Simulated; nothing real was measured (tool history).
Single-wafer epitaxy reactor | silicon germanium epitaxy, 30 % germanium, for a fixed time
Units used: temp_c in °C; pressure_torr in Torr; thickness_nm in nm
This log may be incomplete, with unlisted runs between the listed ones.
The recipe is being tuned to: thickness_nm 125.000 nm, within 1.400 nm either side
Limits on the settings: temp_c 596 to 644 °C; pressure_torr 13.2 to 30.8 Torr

Run 1, hour 0.0: temp_c 620 °C, pressure_torr 22.0 Torr. Result: thickness_nm 92.390 nm.
Run 2, hour 2.6: temp_c 620 °C, pressure_torr 20.6 Torr. Result: thickness_nm 88.139 nm.
Run 3, hour 10.2: temp_c 620 °C, pressure_torr 22.2 Torr. Result: thickness_nm 92.666 nm.
Run 4, hour 14.4: temp_c 613 °C, pressure_torr 22.2 Torr. Result: thickness_nm 83.132 nm.
Run 5, hour 17.6: temp_c 621 °C, pressure_torr 22.3 Torr. Result: thickness_nm 94.212 nm.
Run 6, hour 18.4: temp_c 627 °C, pressure_torr 22.3 Torr. Result: thickness_nm 103.160 nm.
Run 7, hour 24.8: temp_c 631 °C, pressure_torr 22.3 Torr. Result: thickness_nm 109.510 nm.
Run 8, hour 29.4: temp_c 634 °C, pressure_torr 22.3 Torr. Result: thickness_nm 114.630 nm.
Run 9, hour 36.2: temp_c 636 °C, pressure_torr 22.3 Torr. Result: thickness_nm 118.370 nm.
Run 10, hour 42.7: temp_c 637 °C, pressure_torr 22.3 Torr. Result: thickness_nm 120.150 nm.
Run 11, hour 47.8: temp_c 637 °C, pressure_torr 22.3 Torr. Result: thickness_nm 120.080 nm.
Run 12, hour 50.0: temp_c 638 °C, pressure_torr 22.3 Torr. Result: thickness_nm 121.610 nm.

5 next moves are on the table. One of them brings every result within its allowed miss. Which?
Run A, hour 52.2: temp_c 637 °C, pressure_torr 21.5 Torr. Result: thickness_nm ?.
Run B, hour 52.2: temp_c 639 °C, pressure_torr 20.9 Torr. Result: thickness_nm ?.
Run C, hour 52.2: temp_c 644 °C, pressure_torr 20.0 Torr. Result: thickness_nm ?.
Run D, hour 52.2: temp_c 640 °C, pressure_torr 20.2 Torr. Result: thickness_nm ?.
Run E, hour 52.2: temp_c 638 °C, pressure_torr 21.3 Torr. Result: thickness_nm ?.

move  thickness_nm
   A       117.110
   B       118.570
   C       124.170
   D       117.810
   E       118.190
A: the biggest miss grows against the last run
B: the biggest miss grows against the last run
C: in spec on every target
D: the biggest miss grows against the last run
E: the biggest miss grows against the last run
Move C is the one to make.
